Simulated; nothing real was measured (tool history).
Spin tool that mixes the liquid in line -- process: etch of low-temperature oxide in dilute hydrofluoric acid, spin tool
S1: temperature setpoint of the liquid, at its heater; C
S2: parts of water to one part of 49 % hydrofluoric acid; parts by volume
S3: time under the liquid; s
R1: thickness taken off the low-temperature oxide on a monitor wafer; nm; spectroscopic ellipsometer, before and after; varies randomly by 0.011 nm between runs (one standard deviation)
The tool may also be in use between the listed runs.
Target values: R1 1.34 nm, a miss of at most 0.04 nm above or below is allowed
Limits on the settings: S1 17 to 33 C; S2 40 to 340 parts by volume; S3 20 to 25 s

| run | hour | S1 | S2 | S3 | R1 |
|---|---|---|---|---|---|
| 1 | 0 | 25 | 190 | 25 | 2.2429 |
| 2 | 4.8 | 25 | 190 | 20 | 1.7719 |
| 3 | 9.8 | 23 | 190 | 20 | 1.6634 |
| 4 | 11.6 | 24.5 | 190 | 20 | 1.7499 |
| 5 | 19.6 | 24.5 | 190 | 20 | 1.7453 |
| 6 | 23.5 | 23 | 190 | 20 | 1.6557 |
| 7 | 29 | 21.5 | 190 | 20 | 1.5809 |
| 8 | 36.8 | 20.5 | 190 | 20 | 1.4954 |
| 9 | 38.9 | 20 | 190 | 20 | 1.4598 |
| 10 | 44.1 | 19.5 | 190 | 20 | 1.4628 |

Pick the move, out of 4, that brings all results within their allowed miss; only one does.
| A | 49.3 | 20.5 | 205 | 25 | ? |
| B | 49.3 | 22 | 200 | 20 | ? |
| C | 49.3 | 17 | 185 | 20 | ? |
| D | 49.3 | 17 | 160 | 20 | ? |

| move | R1 |
|---|---|
| A | 1.7351 |
| B | 1.5139 |
| C | 1.3666 |
| D | 1.6179 |
A: further off than the last run
B: further off than the last run
C: every result within its allowed miss
D: further off than the last run
C is the move that brings every result within its allowed miss.
